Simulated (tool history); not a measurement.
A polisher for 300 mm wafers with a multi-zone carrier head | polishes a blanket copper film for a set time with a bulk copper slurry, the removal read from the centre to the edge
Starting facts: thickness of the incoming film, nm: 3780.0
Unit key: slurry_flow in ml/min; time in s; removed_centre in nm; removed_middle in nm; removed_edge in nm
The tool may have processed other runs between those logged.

run	hour	slurry_flow	centre_zone	middle_zone	edge_zone	slurry_solids	time	removed_centre	removed_middle	removed_edge
1	0.0	175	1.00	1.00	1.00	1.00	57	554.78	534.11	525.85
2	3.6	190	1.00	1.00	1.06	1.15	58	592.93	566.27	575.53
3	8.0	190	1.00	1.00	1.06	1.15	45	460.36	446.67	450.25
4	9.6	190	1.00	1.00	1.10	1.25	50	518.04	496.20	500.44
5	11.0	210	1.00	1.00	1.10	1.25	50	531.81	499.94	516.28
6	18.7	210	1.05	1.00	1.10	1.25	50	558.91	514.38	508.39
7	25.7	220	1.02	1.00	1.13	1.35	53	590.40	546.32	563.90
8	28.9	230	1.01	1.01	1.15	1.40	55	618.82	579.99	598.32
9	34.6	235	1.00	1.01	1.16	1.45	56	623.12	594.64	620.70

Run 10 comes next. What will it give?
10	41.7	240	1.00	1.01	1.17	1.45	57	?	?	?

{"run 10": {"removed_centre": 631.85, "removed_middle": 611.2, "removed_edge": 626.27}}
